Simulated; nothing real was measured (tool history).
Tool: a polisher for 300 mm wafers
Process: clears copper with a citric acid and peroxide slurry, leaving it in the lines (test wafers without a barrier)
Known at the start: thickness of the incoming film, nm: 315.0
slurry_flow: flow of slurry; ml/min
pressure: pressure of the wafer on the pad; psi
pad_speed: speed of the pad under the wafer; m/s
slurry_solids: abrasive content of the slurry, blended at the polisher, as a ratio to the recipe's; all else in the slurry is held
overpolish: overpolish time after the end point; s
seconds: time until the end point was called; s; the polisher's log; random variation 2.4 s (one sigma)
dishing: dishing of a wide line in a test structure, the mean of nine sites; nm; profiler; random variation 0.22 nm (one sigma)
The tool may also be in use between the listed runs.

run  hour  slurry_flow  pressure  pad_speed  slurry_solids  overpolish  seconds  dishing
  1     0          305       3.9       1.14              1           9   104.32   18.767
  2   2.9          305       3.9       1.14            1.1           9   102.61   19.557
  3  11.2          300       3.8       1.14           1.05           8   107.78   16.922
  4  15.7          300       3.7       1.14           1.05           7   107.38   14.265
  5  18.1          300       4.5       1.14           1.05           7   91.221   17.579
  6  20.5          300       4.2       1.14           1.05           7   96.475   16.511
  7  28.4          300         4       1.14           1.05           7   102.16   15.953

Run 8 comes next. What will it give?
  8  34.3          300       3.8       1.14           1.05           7        ?        ?

{"run 8": {"seconds": 107.2, "dishing": 14.276}}
